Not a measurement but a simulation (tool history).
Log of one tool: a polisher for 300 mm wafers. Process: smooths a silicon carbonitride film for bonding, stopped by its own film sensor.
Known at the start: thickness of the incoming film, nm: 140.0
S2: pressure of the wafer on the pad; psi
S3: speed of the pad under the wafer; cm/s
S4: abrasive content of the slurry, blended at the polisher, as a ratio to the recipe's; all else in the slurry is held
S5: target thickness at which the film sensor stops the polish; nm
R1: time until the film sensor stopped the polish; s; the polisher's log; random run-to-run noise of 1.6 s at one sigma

{"run": 1, "hour": 0.0, "flow of slurry (ml/min)": 135, "S2": 2.6, "S3": 104, "S4": 1.0, "S5": 126, "R1": 38.302}
{"run": 2, "hour": 5.7, "flow of slurry (ml/min)": 135, "S2": 2.6, "S3": 104, "S4": 0.9, "S5": 126, "R1": 40.872}
{"run": 3, "hour": 8.2, "flow of slurry (ml/min)": 135, "S2": 2.4, "S3": 98, "S4": 0.9, "S5": 126, "R1": 47.639}
{"run": 4, "hour": 12.5, "flow of slurry (ml/min)": 135, "S2": 2.2, "S3": 96, "S4": 0.9, "S5": 126, "R1": 50.37}
{"run": 5, "hour": 15.7, "flow of slurry (ml/min)": 135, "S2": 2.0, "S3": 90, "S4": 0.9, "S5": 126, "R1": 59.717}
{"run": 6, "hour": 17.5, "flow of slurry (ml/min)": 110, "S2": 2.0, "S3": 90, "S4": 0.9, "S5": 126, "R1": 59.12}
{"run": 7, "hour": 19.3, "flow of slurry (ml/min)": 110, "S2": 1.9, "S3": 86, "S4": 0.9, "S5": 126, "R1": 64.589}
{"run": 8, "hour": 21.8, "flow of slurry (ml/min)": 110, "S2": 1.8, "S3": 84, "S4": 0.9, "S5": 126, "R1": 71.262}
{"run": 9, "hour": 28.2, "flow of slurry (ml/min)": 110, "S2": 1.7, "S3": 84, "S4": 0.9, "S5": 126, "R1": 72.301}
{"run": 10, "hour": 30.0, "flow of slurry (ml/min)": 110, "S2": 1.6, "S3": 82, "S4": 0.9, "S5": 126, "R1": 79.161}

Predict the results of run 11:
{"run": 11, "hour": 33.2, "flow of slurry (ml/min)": 110, "S2": 1.5, "S3": 82, "S4": 0.9, "S5": 126, "R1": "?"}

R1: 84.437 s

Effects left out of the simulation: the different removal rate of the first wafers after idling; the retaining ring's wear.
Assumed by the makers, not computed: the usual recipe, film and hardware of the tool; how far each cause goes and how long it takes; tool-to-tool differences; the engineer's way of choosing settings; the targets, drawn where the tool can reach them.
